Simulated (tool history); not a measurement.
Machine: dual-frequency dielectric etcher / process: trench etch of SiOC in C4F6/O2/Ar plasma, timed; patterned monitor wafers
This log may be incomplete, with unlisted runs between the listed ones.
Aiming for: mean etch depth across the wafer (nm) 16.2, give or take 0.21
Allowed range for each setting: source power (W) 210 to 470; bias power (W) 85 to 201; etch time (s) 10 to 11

| run | day | source power (W) | bias power (W) | etch time (s) | mean etch depth across the wafer (nm) |
|---|---|---|---|---|---|
| 1 | 0 | 340 | 143 | 11 | 19.316 |
| 2 | 0.058 | 340 | 132 | 11 | 18.727 |
| 3 | 0.254 | 340 | 145 | 11 | 19.463 |
| 4 | 0.488 | 340 | 170 | 11 | 20.585 |
| 5 | 0.667 | 340 | 194 | 11 | 21.798 |
| 6 | 0.829 | 340 | 183 | 11 | 21.24 |
| 7 | 0.908 | 340 | 183 | 11 | 21.174 |
| 8 | 0.938 | 320 | 175 | 11 | 20.5 |
| 9 | 1.242 | 310 | 166 | 11 | 19.854 |
| 10 | 1.558 | 300 | 159 | 11 | 19.314 |
| 11 | 1.679 | 290 | 153 | 11 | 18.776 |
| 12 | 2 | 280 | 149 | 11 | 18.437 |
| 13 | 2.179 | 270 | 145 | 11 | 17.919 |
| 14 | 2.458 | 260 | 143 | 11 | 17.708 |
| 15 | 2.662 | 250 | 141 | 11 | 17.403 |
| 16 | 2.912 | 210 | 127 | 11 | 15.699 |
| 17 | 3.067 | 210 | 127 | 11 | 15.719 |
| 18 | 3.092 | 220 | 127 | 11 | 15.91 |

Below are 5 possible settings for the next run. Only one of them brings all results inside the allowed miss of their targets. Which is it?
| A | 3.117 | 310 | 124 | 10 | ? |
| B | 3.117 | 210 | 128 | 11 | ? |
| C | 3.117 | 220 | 136 | 10.5 | ? |
| D | 3.117 | 250 | 123 | 10.5 | ? |
| E | 3.117 | 240 | 124 | 10.5 | ? |

| move | mean etch depth across the wafer (nm) |
|---|---|
| A | 16.244 |
| B | 15.846 |
| C | 15.727 |
| D | 15.787 |
| E | 15.62 |
A: every result lands within tolerance
B: lands further from the targets than the last run did
C: lands further from the targets than the last run did
D: lands further from the targets than the last run did
E: lands further from the targets than the last run did
Go with A: it meets all targets.

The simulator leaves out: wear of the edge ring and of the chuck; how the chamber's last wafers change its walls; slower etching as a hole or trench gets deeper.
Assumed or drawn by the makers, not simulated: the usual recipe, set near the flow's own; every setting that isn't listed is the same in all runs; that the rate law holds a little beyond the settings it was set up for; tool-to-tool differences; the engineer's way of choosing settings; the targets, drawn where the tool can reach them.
